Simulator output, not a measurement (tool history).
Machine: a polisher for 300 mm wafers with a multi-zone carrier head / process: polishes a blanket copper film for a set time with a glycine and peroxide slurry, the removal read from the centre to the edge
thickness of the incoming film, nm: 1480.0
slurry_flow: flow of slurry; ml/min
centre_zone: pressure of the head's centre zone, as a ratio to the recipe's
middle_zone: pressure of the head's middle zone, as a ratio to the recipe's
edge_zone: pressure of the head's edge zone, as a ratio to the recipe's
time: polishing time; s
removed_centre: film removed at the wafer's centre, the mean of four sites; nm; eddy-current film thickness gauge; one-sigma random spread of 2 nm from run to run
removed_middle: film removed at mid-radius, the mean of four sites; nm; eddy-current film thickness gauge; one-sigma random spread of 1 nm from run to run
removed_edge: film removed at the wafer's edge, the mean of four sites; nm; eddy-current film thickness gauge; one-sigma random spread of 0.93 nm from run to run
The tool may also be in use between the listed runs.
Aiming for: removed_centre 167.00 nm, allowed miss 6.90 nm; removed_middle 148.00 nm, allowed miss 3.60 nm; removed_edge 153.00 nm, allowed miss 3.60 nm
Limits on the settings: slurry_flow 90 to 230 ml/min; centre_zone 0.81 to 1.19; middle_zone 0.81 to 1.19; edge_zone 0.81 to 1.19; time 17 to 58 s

{"run": 1, "day": 0.0, "slurry_flow": 150, "centre_zone": 1.0, "middle_zone": 1.0, "edge_zone": 1.0, "time": 37, "removed_centre": 276.3, "removed_middle": 274.61, "removed_edge": 264.97}
{"run": 2, "day": 0.138, "slurry_flow": 145, "centre_zone": 1.0, "middle_zone": 0.97, "edge_zone": 0.97, "time": 34, "removed_centre": 255.23, "removed_middle": 246.94, "removed_edge": 241.3}
{"run": 3, "day": 0.183, "slurry_flow": 145, "centre_zone": 1.05, "middle_zone": 0.97, "edge_zone": 0.97, "time": 34, "removed_centre": 263.13, "removed_middle": 246.2, "removed_edge": 239.07}
{"run": 4, "day": 0.504, "slurry_flow": 140, "centre_zone": 1.04, "middle_zone": 0.95, "edge_zone": 0.95, "time": 31, "removed_centre": 236.03, "removed_middle": 220.11, "removed_edge": 216.93}
{"run": 5, "day": 0.658, "slurry_flow": 135, "centre_zone": 1.04, "middle_zone": 0.93, "edge_zone": 0.93, "time": 29, "removed_centre": 225.8, "removed_middle": 198.45, "removed_edge": 198.88}
{"run": 6, "day": 0.846, "slurry_flow": 150, "centre_zone": 1.04, "middle_zone": 0.93, "edge_zone": 0.93, "time": 29, "removed_centre": 223.76, "removed_middle": 202.67, "removed_edge": 200.27}
{"run": 7, "day": 1.175, "slurry_flow": 150, "centre_zone": 1.02, "middle_zone": 0.91, "edge_zone": 0.91, "time": 28, "removed_centre": 216.84, "removed_middle": 192.57, "removed_edge": 193.52}
{"run": 8, "day": 1.546, "slurry_flow": 110, "centre_zone": 0.94, "middle_zone": 0.86, "edge_zone": 0.82, "time": 21, "removed_centre": 139.41, "removed_middle": 130.1, "removed_edge": 132.23}
{"run": 9, "day": 1.575, "slurry_flow": 120, "centre_zone": 0.94, "middle_zone": 0.86, "edge_zone": 0.83, "time": 21, "removed_centre": 144.78, "removed_middle": 129.71, "removed_edge": 133.42}
{"run": 10, "day": 1.796, "slurry_flow": 130, "centre_zone": 0.94, "middle_zone": 0.87, "edge_zone": 0.85, "time": 21, "removed_centre": 148.04, "removed_middle": 136.12, "removed_edge": 136.7}
{"run": 11, "day": 1.921, "slurry_flow": 135, "centre_zone": 0.94, "middle_zone": 0.87, "edge_zone": 0.87, "time": 21, "removed_centre": 146.44, "removed_middle": 136.84, "removed_edge": 137.88}
{"run": 12, "day": 2.083, "slurry_flow": 145, "centre_zone": 0.95, "middle_zone": 0.87, "edge_zone": 0.89, "time": 21, "removed_centre": 150.83, "removed_middle": 137.25, "removed_edge": 141.64}
{"run": 13, "day": 2.246, "slurry_flow": 145, "centre_zone": 0.95, "middle_zone": 0.87, "edge_zone": 0.89, "time": 21, "removed_centre": 149.46, "removed_middle": 138.2, "removed_edge": 141.25}
{"run": 14, "day": 2.425, "slurry_flow": 155, "centre_zone": 0.96, "middle_zone": 0.87, "edge_zone": 0.9, "time": 21, "removed_centre": 153.7, "removed_middle": 138.58, "removed_edge": 144.7}
{"run": 15, "day": 2.575, "slurry_flow": 160, "centre_zone": 0.96, "middle_zone": 0.87, "edge_zone": 0.9, "time": 21, "removed_centre": 152.54, "removed_middle": 139.52, "removed_edge": 143.46}

Of the 4 settings listed for the next run, only one would bring every result within its allowed miss of target. Which one?
{"run": "A", "day": 2.725, "slurry_flow": 145, "centre_zone": 0.81, "middle_zone": 0.9, "edge_zone": 0.97, "time": 22, "removed_centre": "?", "removed_middle": "?", "removed_edge": "?"}
{"run": "B", "day": 2.725, "slurry_flow": 115, "centre_zone": 0.97, "middle_zone": 0.86, "edge_zone": 0.85, "time": 24, "removed_centre": "?", "removed_middle": "?", "removed_edge": "?"}
{"run": "C", "day": 2.725, "slurry_flow": 140, "centre_zone": 0.88, "middle_zone": 0.95, "edge_zone": 0.88, "time": 21, "removed_centre": "?", "removed_middle": "?", "removed_edge": "?"}
{"run": "D", "day": 2.725, "slurry_flow": 165, "centre_zone": 0.82, "middle_zone": 0.81, "edge_zone": 1.02, "time": 21, "removed_centre": "?", "removed_middle": "?", "removed_edge": "?"}

move=A removed_centre=142.19 removed_middle=147.38 removed_edge=155.62
move=B removed_centre=170.38 removed_middle=147.88 removed_edge=154.76
move=C removed_centre=144.07 removed_middle=146.21 removed_edge=141.24
move=D removed_centre=140.43 removed_middle=131.87 removed_edge=154.82
A: corrects the largest miss of the last run, while another result sits out of spec
B: all results land within tolerance of their targets
C: the biggest miss grows against the last run
D: corrects the largest miss of the last run, while another result sits out of spec
Correct choice: B, which meets every target

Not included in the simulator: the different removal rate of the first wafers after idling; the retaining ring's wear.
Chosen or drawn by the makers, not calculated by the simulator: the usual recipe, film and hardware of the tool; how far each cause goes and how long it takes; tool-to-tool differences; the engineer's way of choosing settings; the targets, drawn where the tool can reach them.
